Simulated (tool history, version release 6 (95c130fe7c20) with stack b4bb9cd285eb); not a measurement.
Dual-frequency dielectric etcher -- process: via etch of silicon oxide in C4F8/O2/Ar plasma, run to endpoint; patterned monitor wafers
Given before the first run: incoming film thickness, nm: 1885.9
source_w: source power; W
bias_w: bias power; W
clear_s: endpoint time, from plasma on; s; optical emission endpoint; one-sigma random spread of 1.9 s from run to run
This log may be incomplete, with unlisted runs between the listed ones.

run	hour	source_w	bias_w	clear_s
1	0	2160	1982	362.26
2	2	2160	2136	346.81
3	10.6	1950	2088	366.6
4	11.4	1820	2056	375.61
5	12.9	1720	2027	387.32
6	21.5	1720	2299	369.42

Run 7 has not been measured yet. What should we expect?
7	27.1	1600	2264	?

Run 7 produced clear_s 379.75 s.

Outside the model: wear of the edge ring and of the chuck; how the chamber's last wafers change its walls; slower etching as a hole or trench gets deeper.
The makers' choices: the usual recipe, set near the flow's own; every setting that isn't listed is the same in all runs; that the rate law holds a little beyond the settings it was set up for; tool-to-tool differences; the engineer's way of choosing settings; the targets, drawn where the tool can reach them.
